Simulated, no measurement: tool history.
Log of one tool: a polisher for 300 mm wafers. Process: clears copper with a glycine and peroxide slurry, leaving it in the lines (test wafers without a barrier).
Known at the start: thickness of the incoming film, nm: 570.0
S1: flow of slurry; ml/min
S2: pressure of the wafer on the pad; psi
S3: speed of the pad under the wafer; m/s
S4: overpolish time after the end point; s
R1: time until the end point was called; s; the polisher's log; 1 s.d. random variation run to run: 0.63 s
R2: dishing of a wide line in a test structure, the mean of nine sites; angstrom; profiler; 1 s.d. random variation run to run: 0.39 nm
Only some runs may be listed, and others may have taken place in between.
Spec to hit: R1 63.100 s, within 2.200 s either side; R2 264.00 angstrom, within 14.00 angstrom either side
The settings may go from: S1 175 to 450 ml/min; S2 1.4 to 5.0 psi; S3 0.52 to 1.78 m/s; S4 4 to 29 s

run 1 hour=0.0 | S1=290 S2=3.2 S3=1.14 S4=15 | R1=100.690 R2=553.05
run 2 hour=1.6 | S1=290 S2=2.6 S3=1.14 S4=15 | R1=120.970 R2=453.58
run 3 hour=3.9 | S1=245 S2=2.6 S3=1.14 S4=15 | R1=121.450 R2=453.14
run 4 hour=8.9 | S1=235 S2=2.6 S3=1.22 S4=14 | R1=115.950 R2=452.90
run 5 hour=11.4 | S1=235 S2=2.6 S3=1.22 S4=17 | R1=117.680 R2=533.31
run 6 hour=15.0 | S1=235 S2=2.6 S3=0.96 S4=17 | R1=142.610 R2=453.79
run 7 hour=23.7 | S1=260 S2=2.6 S3=1.06 S4=15 | R1=131.580 R2=437.59
run 8 hour=32.5 | S1=285 S2=2.6 S3=1.16 S4=14 | R1=118.960 R2=442.01
run 9 hour=34.7 | S1=305 S2=2.6 S3=1.24 S4=13 | R1=112.660 R2=435.03
run 10 hour=37.2 | S1=385 S2=2.8 S3=1.56 S4=6 | R1=86.907 R2=280.76
run 11 hour=41.5 | S1=395 S2=2.9 S3=1.58 S4=6 | R1=82.576 R2=292.98
run 12 hour=48.0 | S1=400 S2=2.9 S3=1.60 S4=6 | R1=81.347 R2=290.45
run 13 hour=52.9 | S1=405 S2=2.9 S3=1.62 S4=6 | R1=81.949 R2=300.94
run 14 hour=55.0 | S1=410 S2=3.0 S3=1.64 S4=6 | R1=76.861 R2=315.81
run 15 hour=62.0 | S1=415 S2=3.0 S3=1.66 S4=6 | R1=76.993 R2=308.80
run 16 hour=70.7 | S1=450 S2=3.2 S3=1.78 S4=4 | R1=69.292 R2=245.43
-- hour=77.5 worn pad replaced by a new one
run 17 hour=77.5 | S1=440 S2=3.4 S3=1.78 S4=4 | R1=59.129 R2=275.24

Exercise: of the 4 proposed moves below, exactly one satisfies all targets within the stated allowed misses. Which move is it?
run A hour=84.3 | S1=410 S2=3.7 S3=1.78 S4=4 | R1=? R2=?
run B hour=84.3 | S1=400 S2=3.4 S3=1.72 S4=4 | R1=? R2=?
run C hour=84.3 | S1=395 S2=3.1 S3=1.72 S4=4 | R1=? R2=?
run D hour=84.3 | S1=450 S2=3.0 S3=1.78 S4=4 | R1=? R2=?

move=A R1=56.922 R2=296.11
move=B R1=63.455 R2=267.78
move=C R1=69.018 R2=247.37
move=D R1=68.534 R2=248.62
A: its largest miss is bigger than the last run's
B: each result inside its tolerance
C: moves the result that the last run missed by most past its target, out the other side
D: moves the result that the last run missed by most past its target, out the other side
Correct choice: B, which meets every target
